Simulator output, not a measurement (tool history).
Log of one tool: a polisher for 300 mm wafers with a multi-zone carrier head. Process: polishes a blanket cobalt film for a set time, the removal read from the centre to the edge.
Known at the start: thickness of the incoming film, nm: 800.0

run,hour,flow of slurry (ml/min),pressure of the head's centre zone,pressure of the head's middle zone,pressure of the head's edge zone,polishing time (s),film removed at the wafer's centre (Å),film removed at mid-radius (Å),film removed at the wafer's edge (Å)
1,0.0,135,1.00,1.00,1.00,79,3044.9,3012.5,3006.0
2,1.9,135,1.00,1.00,0.94,79,3000.7,2997.2,3020.6
3,7.3,135,1.00,1.00,0.94,72,2814.0,2740.2,2594.1
4,12.3,135,1.00,1.00,0.98,72,2734.5,2781.0,2713.6
5,17.2,135,1.00,1.00,1.03,72,2853.3,2739.6,2818.4
6,25.7,135,1.00,0.93,1.03,72,2774.6,2597.3,2775.5
7,33.5,135,0.96,0.96,1.00,72,2675.4,2643.8,2839.7
8,38.2,135,0.94,1.00,0.96,71,2565.7,2743.7,2648.8

The next listed run, before its measurement:
9,41.5,135,0.92,1.01,0.96,71,?,?,?

Run 9 gave film removed at the wafer's centre (Å) 2577.8, film removed at mid-radius (Å) 2702.0, film removed at the wafer's edge (Å) 2653.2.
